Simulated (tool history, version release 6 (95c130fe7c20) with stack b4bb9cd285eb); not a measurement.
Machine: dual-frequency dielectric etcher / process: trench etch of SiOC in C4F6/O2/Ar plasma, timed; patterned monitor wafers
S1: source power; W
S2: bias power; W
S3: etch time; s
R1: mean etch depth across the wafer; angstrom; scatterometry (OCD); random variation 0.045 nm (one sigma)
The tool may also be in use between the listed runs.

run 1 hour=0.0 | S1=420 S2=191 S3=13 | R1=282.45
run 2 hour=7.7 | S1=480 S2=191 S3=13 | R1=298.18
run 3 hour=12.0 | S1=450 S2=182 S3=13 | R1=286.45
run 4 hour=13.5 | S1=450 S2=152 S3=13 | R1=276.40
run 5 hour=21.3 | S1=430 S2=147 S3=13 | R1=268.58
run 6 hour=27.4 | S1=430 S2=171 S3=13 | R1=278.02
run 7 hour=32.1 | S1=410 S2=163 S3=13 | R1=268.89
run 8 hour=32.8 | S1=390 S2=158 S3=13 | R1=260.59
-- hour=34.1 source power generator calibrated
run 9 hour=34.1 | S1=370 S2=155 S3=13 | R1=257.10
run 10 hour=37.6 | S1=370 S2=155 S3=13 | R1=256.71
run 11 hour=43.0 | S1=360 S2=150 S3=13 | R1=251.79

What will run 12 give?
run 12 hour=48.6 | S1=280 S2=124 S3=13 | R1=?

{"run 12": {"R1": 216.84}}
